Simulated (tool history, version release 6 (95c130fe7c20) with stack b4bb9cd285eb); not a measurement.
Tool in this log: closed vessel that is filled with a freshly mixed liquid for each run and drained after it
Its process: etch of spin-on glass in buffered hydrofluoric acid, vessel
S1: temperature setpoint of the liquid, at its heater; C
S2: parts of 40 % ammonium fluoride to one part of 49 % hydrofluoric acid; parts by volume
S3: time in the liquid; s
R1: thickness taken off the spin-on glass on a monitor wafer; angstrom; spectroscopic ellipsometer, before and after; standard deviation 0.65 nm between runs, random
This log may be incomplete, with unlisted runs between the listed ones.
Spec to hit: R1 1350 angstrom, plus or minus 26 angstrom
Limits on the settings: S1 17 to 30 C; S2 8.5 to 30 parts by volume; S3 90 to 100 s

| run | hour | S1 | S2 | S3 | R1 |
|---|---|---|---|---|---|
| 1 | 0 | 22 | 23.5 | 90 | 943.02 |
| 2 | 3 | 25.5 | 23.5 | 90 | 1155.8 |
| 3 | 6.6 | 25.5 | 30 | 90 | 974.04 |
| 4 | 15.5 | 27 | 29 | 90 | 1076.2 |
| 5 | 17.4 | 24.5 | 29 | 90 | 947.62 |
| 6 | 18.8 | 24.5 | 29 | 100 | 1047.3 |
| 7 | 24.8 | 26 | 29 | 100 | 1134.2 |
| 8 | 26.1 | 27 | 29 | 100 | 1203.4 |
| 9 | 27.7 | 27.5 | 29 | 100 | 1228.1 |

4 candidate next runs follow, results not yet known. Just one meets every target within its allowed miss. Identify it.
| A | 29.3 | 29.5 | 30 | 100 | ? |
| B | 29.3 | 29 | 30 | 90 | ? |
| C | 29.3 | 26.5 | 29.5 | 95 | ? |
| D | 29.3 | 26.5 | 29.5 | 100 | ? |

| move | R1 |
|---|---|
| A | 1337 |
| B | 1171.6 |
| C | 1093.2 |
| D | 1150.8 |
A: in spec on every target
B: its largest miss is bigger than the last run's
C: its largest miss is bigger than the last run's
D: its largest miss is bigger than the last run's
A meets every target.
